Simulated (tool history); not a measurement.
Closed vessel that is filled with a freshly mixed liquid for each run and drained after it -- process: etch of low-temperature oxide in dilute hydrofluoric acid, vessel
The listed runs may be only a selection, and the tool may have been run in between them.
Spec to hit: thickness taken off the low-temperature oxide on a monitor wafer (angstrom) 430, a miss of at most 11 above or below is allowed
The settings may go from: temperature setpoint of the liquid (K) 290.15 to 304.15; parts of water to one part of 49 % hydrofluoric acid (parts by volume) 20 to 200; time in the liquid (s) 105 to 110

run  hour  temperature setpoint of the liquid (K)  parts of water to one part of 49 % hydrofluoric acid (parts by volume)  time in the liquid (s)  thickness taken off the low-temperature oxide on a monitor wafer (angstrom)
  1     0                                  296.15                                                                     110                     105                                                                       337.14
  2   9.2                                  299.15                                                                     110                     105                                                                       377.73
  3  17.3                                  300.15                                                                     110                     105                                                                       395.31
  4  25.2                                  300.15                                                                     110                     105                                                                       393.11
  5  32.2                                  300.65                                                                     110                     105                                                                       399.57
  6  34.4                                  297.15                                                                     110                     105                                                                       351.24
  7    40                                  298.65                                                                     110                     105                                                                       371.07
  8  43.2                                  299.65                                                                     110                     105                                                                       386.39
  9  46.6                                  300.15                                                                     110                     105                                                                       391.12

Of the 4 settings listed for the next run, only one would bring every result within its allowed miss of target. Which one?
  A    50                                  298.15                                                                     105                     110                                                                            ?
  B    50                                  295.65                                                                     100                     105                                                                            ?
  C    50                                  301.15                                                                     110                     110                                                                            ?
  D    50                                  301.15                                                                     100                     105                                                                            ?

move  thickness taken off the low-temperature oxide on a monitor wafer (angstrom)
   A                                                                       402.26
   B                                                                       367.37
   C                                                                       428.21
   D                                                                       455.68
A: gains on the last run, yet a result remains outside its allowed miss
B: misses by more than the last run did
C: hits every target within its allowed miss
D: moves the result that the last run missed by most past its target, out the other side
Correct choice: C, which meets every target
